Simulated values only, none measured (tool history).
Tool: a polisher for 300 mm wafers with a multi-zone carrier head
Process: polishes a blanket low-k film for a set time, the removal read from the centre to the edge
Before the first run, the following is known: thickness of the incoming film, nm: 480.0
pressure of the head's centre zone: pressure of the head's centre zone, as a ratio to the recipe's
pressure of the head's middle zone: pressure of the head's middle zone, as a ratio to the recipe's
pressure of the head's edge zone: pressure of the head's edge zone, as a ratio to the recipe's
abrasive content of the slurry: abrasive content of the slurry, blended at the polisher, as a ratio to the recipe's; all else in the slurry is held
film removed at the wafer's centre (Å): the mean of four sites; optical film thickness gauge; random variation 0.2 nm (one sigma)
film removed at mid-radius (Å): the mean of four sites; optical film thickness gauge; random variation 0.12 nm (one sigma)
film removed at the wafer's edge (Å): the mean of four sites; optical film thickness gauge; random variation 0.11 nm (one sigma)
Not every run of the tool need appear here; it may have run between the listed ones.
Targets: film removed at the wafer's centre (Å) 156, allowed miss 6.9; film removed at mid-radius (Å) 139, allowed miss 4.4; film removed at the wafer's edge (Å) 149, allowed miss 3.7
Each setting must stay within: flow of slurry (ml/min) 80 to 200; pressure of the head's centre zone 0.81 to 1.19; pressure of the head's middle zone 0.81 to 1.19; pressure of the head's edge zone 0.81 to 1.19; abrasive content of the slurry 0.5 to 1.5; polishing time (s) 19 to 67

run  hour  flow of slurry (ml/min)  pressure of the head's centre zone  pressure of the head's middle zone  pressure of the head's edge zone  abrasive content of the slurry  polishing time (s)  film removed at the wafer's centre (Å)  film removed at mid-radius (Å)  film removed at the wafer's edge (Å)
  1     0                      130                                   1                                   1                                 1                               1                  43                                  115.75                          111.87                                111.59
  2   7.6                      100                                   1                                   1                                 1                               1                  43                                  109.72                          104.41                                109.04
  3  11.1                      100                                   1                                   1                                 1                             0.9                  43                                  104.56                          101.43                                104.78
  4  19.5                      100                                   1                                   1                              1.03                             0.9                  43                                  105.63                          103.13                                106.05
  5  23.6                      100                                   1                                   1                              1.03                             0.9                  37                                  90.343                          86.674                                91.429
  6  28.8                      110                                1.02                                1.01                              1.07                             1.1                  39                                  104.81                          101.28                                107.46
  7  34.9                      145                                1.12                                1.03                              1.17                            1.35                  42                                  136.34                          126.31                                135.74
  8  38.5                      155                                1.13                                1.03                              1.18                             1.4                  42                                  141.89                          128.97                                137.82
  9    39                      155                                1.14                                1.03                              1.18                            1.45                  42                                  143.91                          130.96                                 139.5
 10  39.8                      155                                1.14                                1.03                              1.18                            1.45                  42                                  143.33                           131.6                                140.82
 11  48.1                      160                                1.15                                1.03                              1.18                            1.45                  42                                  145.27                           132.1                                139.81
 12  56.4                      160                                1.15                                1.03                              1.18                            1.45                  43                                  152.68                          136.48                                141.51
 13    65                      160                                1.15                                1.02                              1.18                            1.45                  43                                  147.16                           134.9                                142.47
 14  71.2                      155                                1.16                                1.02                              1.18                            1.45                  43                                  145.84                          134.57                                142.44
 15  78.7                      160                                1.15                                1.02                              1.18                            1.45                  43                                   147.5                          136.41                                143.55

Next run, 5 choices. One meets every target within its allowed miss, the rest don't. Which?
  A  86.2                      160                                1.07                                1.01                              1.19                             1.5                  42                                       ?                               ?                                     ?
  B  86.2                      180                                 1.1                                0.97                              1.12                            1.35                  46                                       ?                               ?                                     ?
  C  86.2                      130                                1.19                                0.99                              1.19                            1.45                  45                                       ?                               ?                                     ?
  D  86.2                      190                                1.01                                1.03                              1.09                             1.3                  45                                       ?                               ?                                     ?
  E  86.2                      150                                0.87                                0.93                               1.1                             1.5                  47                                       ?                               ?                                     ?

move  film removed at the wafer's centre (Å)  film removed at mid-radius (Å)  film removed at the wafer's edge (Å)
   A                                  139.37                          132.27                                141.97
   B                                  152.83                          137.67                                147.63
   C                                  151.08                          132.92                                146.68
   D                                  141.78                             141                                141.37
   E                                  137.27                          136.74                                151.72
A: the biggest miss grows against the last run
B: each result inside its tolerance
C: brings the last run's worst result on target, with another outside its allowed miss
D: the biggest miss grows against the last run
E: brings the last run's worst result on target, with another outside its allowed miss
Move B is the one to make.
